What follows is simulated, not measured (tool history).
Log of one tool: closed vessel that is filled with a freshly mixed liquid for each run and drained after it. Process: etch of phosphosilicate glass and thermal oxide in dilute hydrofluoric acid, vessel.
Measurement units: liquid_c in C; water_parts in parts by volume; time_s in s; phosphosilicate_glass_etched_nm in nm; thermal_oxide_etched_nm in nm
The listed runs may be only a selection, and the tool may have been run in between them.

run	hour	liquid_c	water_parts	time_s	phosphosilicate_glass_etched_nm	thermal_oxide_etched_nm
1	0	23	55	60	119.34	5.5588
2	6.4	23	55	75	150	6.9497
3	7.7	24	55	75	156.81	7.2333
4	13	24.5	55	75	159.04	7.4017
5	16.5	25	55	75	163.41	7.558
6	19.2	25	75	75	116.9	5.4072
7	23.4	25	75	75	115.1	5.4628
8	27.5	26	75	75	120.62	5.482
9	31.5	26	70	75	130.8	5.995
10	34.2	26	65	75	138.75	6.5778

Forecast run 11:
11	42	26	60	75	?	?

For run 11 the tool returned phosphosilicate_glass_etched_nm 153.76 nm, thermal_oxide_etched_nm 7.2073 nm.

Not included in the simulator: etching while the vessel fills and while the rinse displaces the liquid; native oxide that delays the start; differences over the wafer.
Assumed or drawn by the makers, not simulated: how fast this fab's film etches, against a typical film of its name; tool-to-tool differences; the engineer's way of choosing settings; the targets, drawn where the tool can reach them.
